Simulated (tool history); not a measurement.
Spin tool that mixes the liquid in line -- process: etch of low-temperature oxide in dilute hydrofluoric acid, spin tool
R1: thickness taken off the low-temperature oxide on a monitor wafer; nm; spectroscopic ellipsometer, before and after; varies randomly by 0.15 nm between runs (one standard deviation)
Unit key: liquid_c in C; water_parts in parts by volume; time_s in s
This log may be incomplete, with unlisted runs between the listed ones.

run 1 hour=0.0 | liquid_c=23.0 water_parts=90 time_s=55 | R1=7.8129
run 2 hour=1.2 | liquid_c=24.0 water_parts=80 time_s=55 | R1=9.1009
run 3 hour=10.3 | liquid_c=20.5 water_parts=80 time_s=55 | R1=7.9246
run 4 hour=17.2 | liquid_c=23.0 water_parts=80 time_s=55 | R1=8.8086
run 5 hour=25.9 | liquid_c=23.0 water_parts=105 time_s=55 | R1=6.5390
run 6 hour=29.4 | liquid_c=24.0 water_parts=95 time_s=55 | R1=7.5647
run 7 hour=35.0 | liquid_c=25.0 water_parts=85 time_s=55 | R1=8.9195
run 8 hour=39.2 | liquid_c=26.0 water_parts=75 time_s=55 | R1=10.6820

Run 9 comes next. What will it give?
run 9 hour=43.2 | liquid_c=26.5 water_parts=65 time_s=55 | R1=?

{"run 9": {"R1": 12.732}}
